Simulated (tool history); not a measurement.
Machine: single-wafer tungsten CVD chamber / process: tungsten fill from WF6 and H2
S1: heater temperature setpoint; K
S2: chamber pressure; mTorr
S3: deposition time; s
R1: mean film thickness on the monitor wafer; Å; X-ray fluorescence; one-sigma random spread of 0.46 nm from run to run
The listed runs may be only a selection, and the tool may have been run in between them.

| run | hour | S1 | S2 | S3 | R1 |
|---|---|---|---|---|---|
| 1 | 0.0 | 668.15 | 39100 | 40.2 | 1275.70 |
| 2 | 1.1 | 668.15 | 39100 | 40.2 | 1278.20 |
| 3 | 4.6 | 668.15 | 35800 | 40.2 | 1223.60 |
| 4 | 10.8 | 661.15 | 35800 | 40.2 | 1078.80 |
| 5 | 15.4 | 661.15 | 29700 | 40.2 | 991.12 |
| 6 | 21.8 | 666.15 | 29800 | 40.2 | 1087.90 |

Predict the results of run 7:
| 7 | 24.8 | 669.15 | 29800 | 40.2 | ? |

Logged for run 7: R1 1151.00 Å.
